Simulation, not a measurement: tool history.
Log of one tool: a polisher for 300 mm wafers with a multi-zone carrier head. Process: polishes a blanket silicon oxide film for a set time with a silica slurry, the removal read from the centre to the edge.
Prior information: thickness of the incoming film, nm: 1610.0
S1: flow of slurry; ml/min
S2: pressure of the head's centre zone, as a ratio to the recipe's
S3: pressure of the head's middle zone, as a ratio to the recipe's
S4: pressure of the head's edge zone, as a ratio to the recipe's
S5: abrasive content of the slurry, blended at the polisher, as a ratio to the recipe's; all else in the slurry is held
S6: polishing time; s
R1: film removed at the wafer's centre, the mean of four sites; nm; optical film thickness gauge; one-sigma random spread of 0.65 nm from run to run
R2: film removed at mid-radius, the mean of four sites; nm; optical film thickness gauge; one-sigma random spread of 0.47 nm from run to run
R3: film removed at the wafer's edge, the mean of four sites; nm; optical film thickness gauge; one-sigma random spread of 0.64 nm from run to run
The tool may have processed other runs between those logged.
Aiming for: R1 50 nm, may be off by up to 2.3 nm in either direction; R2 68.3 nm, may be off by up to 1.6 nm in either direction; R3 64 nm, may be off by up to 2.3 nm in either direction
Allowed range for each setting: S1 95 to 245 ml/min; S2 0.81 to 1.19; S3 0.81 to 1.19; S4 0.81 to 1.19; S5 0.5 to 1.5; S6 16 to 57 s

run	hour	S1	S2	S3	S4	S5	S6	R1	R2	R3
1	0	155	1	1	1	1	36	122.25	124.56	117.48
2	7.6	185	1	1	1	1	36	125.86	126.95	122.08
3	11.6	165	0.95	1.02	1.03	0.85	32	95.032	103.22	100.24
4	15.5	150	0.91	1.04	1.03	0.75	30	76.998	89.647	84.829
5	22.9	150	0.91	0.96	1.03	0.75	30	77.605	84.113	85.256
6	31.8	150	0.91	0.96	1.03	0.85	30	82.126	90.43	91.551
7	32.8	135	0.88	0.99	1.04	0.75	29	69.553	80.118	79.785
8	39.8	125	0.86	1.02	1.05	0.7	29	64.441	78.047	77.206
9	46.8	120	0.85	1.04	1.05	0.65	29	60.654	75.407	71.052

Of the 4 settings listed for the next run, only one would bring every result within its allowed miss of target. Which one?
A	53.8	140	0.81	1.1	1.12	0.65	24	?	?	?
B	53.8	105	0.98	0.91	1.17	0.65	32	?	?	?
C	53.8	105	1.1	0.99	0.93	0.65	27	?	?	?
D	53.8	140	0.92	0.96	1.08	0.65	31	?	?	?

move	R1	R2	R3
A	49.515	68.345	64.302
B	72.483	71.708	83.108
C	68.462	64.908	63.07
D	72.261	78.618	81.802
A: hits every target within its allowed miss
B: further off than the last run
C: further off than the last run
D: further off than the last run
A is the move that brings every result within its allowed miss.
